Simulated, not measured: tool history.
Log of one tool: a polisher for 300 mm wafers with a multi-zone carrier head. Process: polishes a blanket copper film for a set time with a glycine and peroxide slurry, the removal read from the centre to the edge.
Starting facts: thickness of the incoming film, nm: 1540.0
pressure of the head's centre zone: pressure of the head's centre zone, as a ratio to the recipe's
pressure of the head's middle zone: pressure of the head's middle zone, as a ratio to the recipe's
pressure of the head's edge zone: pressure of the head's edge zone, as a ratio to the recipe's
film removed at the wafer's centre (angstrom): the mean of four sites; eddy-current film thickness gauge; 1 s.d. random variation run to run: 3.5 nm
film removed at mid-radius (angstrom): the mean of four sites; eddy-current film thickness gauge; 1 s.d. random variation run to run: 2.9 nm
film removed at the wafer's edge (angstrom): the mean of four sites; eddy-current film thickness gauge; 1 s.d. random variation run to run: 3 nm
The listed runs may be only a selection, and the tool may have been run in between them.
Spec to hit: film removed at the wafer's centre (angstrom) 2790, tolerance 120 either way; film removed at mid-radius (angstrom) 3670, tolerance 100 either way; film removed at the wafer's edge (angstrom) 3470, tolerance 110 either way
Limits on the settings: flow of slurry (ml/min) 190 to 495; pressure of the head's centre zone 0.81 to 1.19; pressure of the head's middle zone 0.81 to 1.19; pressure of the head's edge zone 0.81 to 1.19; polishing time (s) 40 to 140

run	hour	flow of slurry (ml/min)	pressure of the head's centre zone	pressure of the head's middle zone	pressure of the head's edge zone	polishing time (s)	film removed at the wafer's centre (angstrom)	film removed at mid-radius (angstrom)	film removed at the wafer's edge (angstrom)
1	0	320	1	1	1	90	4331.7	4445.6	4315.1
2	2.8	315	0.98	1	1	88	4191.6	4375.9	4169.7
3	9.8	310	0.96	1.01	1.02	85	3916.2	4283.9	4036.9
4	14.1	305	0.94	1.01	1.03	83	3745	4120.4	4022.6
5	21	305	0.94	1.08	1.03	83	3767.5	4402.8	3955.9
6	27.5	300	0.92	1.08	1.03	81	3568.5	4328.6	3932.9
7	28.2	295	0.91	1.07	1.02	80	3542	4213.3	3783.1
8	35.5	295	0.9	1.07	1.03	79	3410.3	4165.9	3822.8
9	39.1	290	0.89	1.07	1.03	78	3358.9	4113.4	3684.7
# hour 41.1: edge zone pressure recalibrated
10	41.1	290	0.81	1.05	1.13	67	2599	3447.5	3538.7
11	43.7	295	0.82	1.06	1.13	67	2609.7	3494	3494.1
12	48.7	295	0.83	1.06	1.13	67	2690.5	3497.2	3463.8
13	55.7	305	0.84	1.08	1.13	67	2688.2	3503.2	3550.6
14	63.2	255	0.87	1.13	1.03	70	2854	3810	3450.3

Which single option among these 4 for the next run brings every result within its allowed miss of target? Just one does.
A	70.7	290	0.87	1.18	1.01	71	?	?	?
B	70.7	265	0.88	1.15	0.98	72	?	?	?
C	70.7	360	0.85	1.09	1.06	68	?	?	?
D	70.7	325	0.88	1.19	0.94	70	?	?	?

move	film removed at the wafer's centre (angstrom)	film removed at mid-radius (angstrom)	film removed at the wafer's edge (angstrom)
A	2937.4	4036	3514.8
B	2977.1	3960.2	3486.5
C	2812.3	3688.8	3507.6
D	2969	4056.8	3380.1
A: moves away from the targets compared with the last run
B: moves away from the targets compared with the last run
C: every result within its allowed miss
D: moves away from the targets compared with the last run
C is the move that brings every result within its allowed miss.
